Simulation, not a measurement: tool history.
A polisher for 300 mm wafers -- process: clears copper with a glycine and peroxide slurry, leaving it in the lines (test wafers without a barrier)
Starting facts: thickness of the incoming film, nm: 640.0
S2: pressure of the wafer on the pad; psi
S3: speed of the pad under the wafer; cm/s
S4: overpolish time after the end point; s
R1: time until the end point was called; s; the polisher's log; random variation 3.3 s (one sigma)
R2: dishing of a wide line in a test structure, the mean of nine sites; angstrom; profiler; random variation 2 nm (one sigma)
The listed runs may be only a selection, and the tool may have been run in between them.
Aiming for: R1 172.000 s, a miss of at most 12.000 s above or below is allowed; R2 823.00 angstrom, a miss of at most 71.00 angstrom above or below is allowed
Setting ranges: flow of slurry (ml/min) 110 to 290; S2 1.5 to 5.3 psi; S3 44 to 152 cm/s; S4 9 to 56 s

Run 1, hour 0.0: flow of slurry (ml/min) 185, S2 3.4 psi, S3 98 cm/s, S4 29 s. Result: R1 99.794 s, R2 881.13 angstrom.
Run 2, hour 6.8: flow of slurry (ml/min) 185, S2 3.4 psi, S3 98 cm/s, S4 24 s. Result: R1 97.502 s, R2 775.88 angstrom.
Run 3, hour 14.1: flow of slurry (ml/min) 185, S2 3.4 psi, S3 78 cm/s, S4 24 s. Result: R1 118.230 s, R2 709.24 angstrom.
Run 4, hour 20.4: flow of slurry (ml/min) 185, S2 3.4 psi, S3 78 cm/s, S4 12 s. Result: R1 114.800 s, R2 444.61 angstrom.
Run 5, hour 21.9: flow of slurry (ml/min) 185, S2 3.4 psi, S3 78 cm/s, S4 9 s. Result: R1 117.090 s, R2 356.33 angstrom.
At hour 27.6: slurry nozzle cleaned.
Run 6, hour 27.6: flow of slurry (ml/min) 185, S2 3.1 psi, S3 74 cm/s, S4 16 s. Result: R1 130.870 s, R2 518.22 angstrom.
Run 7, hour 35.4: flow of slurry (ml/min) 185, S2 2.8 psi, S3 76 cm/s, S4 19 s. Result: R1 139.780 s, R2 548.06 angstrom.
Run 8, hour 40.8: flow of slurry (ml/min) 185, S2 2.6 psi, S3 76 cm/s, S4 22 s. Result: R1 142.360 s, R2 589.03 angstrom.
Run 9, hour 46.8: flow of slurry (ml/min) 185, S2 2.4 psi, S3 74 cm/s, S4 25 s. Result: R1 160.090 s, R2 631.26 angstrom.
Run 10, hour 52.0: flow of slurry (ml/min) 185, S2 2.4 psi, S3 74 cm/s, S4 27 s. Result: R1 155.540 s, R2 643.31 angstrom.
Run 11, hour 54.6: flow of slurry (ml/min) 185, S2 2.0 psi, S3 64 cm/s, S4 41 s. Result: R1 195.830 s, R2 698.13 angstrom.
Run 12, hour 61.8: flow of slurry (ml/min) 185, S2 2.1 psi, S3 66 cm/s, S4 43 s. Result: R1 179.030 s, R2 764.06 angstrom.

Of the 5 settings listed for the next run, only one would bring every result within its allowed miss of target. Which one?
Run A, hour 69.0: flow of slurry (ml/min) 195, S2 2.2 psi, S3 56 cm/s, S4 43 s. Result: R1 ?, R2 ?.
Run B, hour 69.0: flow of slurry (ml/min) 140, S2 2.5 psi, S3 62 cm/s, S4 33 s. Result: R1 ?, R2 ?.
Run C, hour 69.0: flow of slurry (ml/min) 150, S2 2.3 psi, S3 72 cm/s, S4 31 s. Result: R1 ?, R2 ?.
Run D, hour 69.0: flow of slurry (ml/min) 155, S2 1.7 psi, S3 88 cm/s, S4 53 s. Result: R1 ?, R2 ?.
Run E, hour 69.0: flow of slurry (ml/min) 190, S2 2.6 psi, S3 58 cm/s, S4 31 s. Result: R1 ?, R2 ?.

move       R1      R2
   A  201.860  725.12
   B  178.260  670.31
   C  167.740  658.76
   D  175.570  790.97
   E  177.570  651.47
A: further off than the last run
B: further off than the last run
C: further off than the last run
D: each result inside its tolerance
E: further off than the last run
D is the move that brings every result within its allowed miss.
